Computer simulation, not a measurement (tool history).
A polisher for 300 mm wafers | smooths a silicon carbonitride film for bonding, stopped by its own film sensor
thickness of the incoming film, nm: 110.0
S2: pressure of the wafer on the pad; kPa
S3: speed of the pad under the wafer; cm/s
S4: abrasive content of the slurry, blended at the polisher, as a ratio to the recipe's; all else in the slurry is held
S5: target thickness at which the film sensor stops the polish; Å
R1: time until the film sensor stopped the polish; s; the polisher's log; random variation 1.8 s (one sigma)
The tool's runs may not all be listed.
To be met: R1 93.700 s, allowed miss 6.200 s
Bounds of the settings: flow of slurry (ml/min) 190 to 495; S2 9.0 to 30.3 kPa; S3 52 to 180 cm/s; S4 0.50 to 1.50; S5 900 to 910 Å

run 1 hour=0.0 | flow_of_slurry_(ml/min)=320 S2=19.3 S3=116 S4=1.00 S5=910 | R1=38.094
run 2 hour=3.2 | flow_of_slurry_(ml/min)=320 S2=21.4 S3=116 S4=1.00 S5=910 | R1=35.778
run 3 hour=7.5 | flow_of_slurry_(ml/min)=320 S2=18.6 S3=100 S4=0.95 S5=910 | R1=45.437
run 4 hour=9.4 | flow_of_slurry_(ml/min)=320 S2=16.5 S3=88 S4=0.90 S5=910 | R1=57.304
run 5 hour=15.2 | flow_of_slurry_(ml/min)=320 S2=16.5 S3=88 S4=0.90 S5=900 | R1=63.678
run 6 hour=16.6 | flow_of_slurry_(ml/min)=320 S2=16.5 S3=100 S4=0.90 S5=900 | R1=54.886
run 7 hour=23.8 | flow_of_slurry_(ml/min)=320 S2=15.2 S3=92 S4=0.90 S5=900 | R1=65.001
run 8 hour=25.6 | flow_of_slurry_(ml/min)=320 S2=13.8 S3=90 S4=0.90 S5=900 | R1=74.388

Which of these 5 next moves meets every target?
run A hour=27.4 | flow_of_slurry_(ml/min)=275 S2=13.1 S3=112 S4=0.90 S5=900 | R1=?
run B hour=27.4 | flow_of_slurry_(ml/min)=375 S2=9.7 S3=126 S4=0.85 S5=910 | R1=?
run C hour=27.4 | flow_of_slurry_(ml/min)=350 S2=13.1 S3=88 S4=0.85 S5=900 | R1=?
run D hour=27.4 | flow_of_slurry_(ml/min)=280 S2=12.4 S3=92 S4=0.95 S5=900 | R1=?
run E hour=27.4 | flow_of_slurry_(ml/min)=340 S2=11.7 S3=80 S4=0.95 S5=900 | R1=?

move=A R1=65.673
move=B R1=76.829
move=C R1=81.004
move=D R1=78.399
move=E R1=91.326
A: further off than the last run
B: nearer than the last run, and not there yet
C: nearer than the last run, and not there yet
D: nearer than the last run, and not there yet
E: meets every target
Answer: E
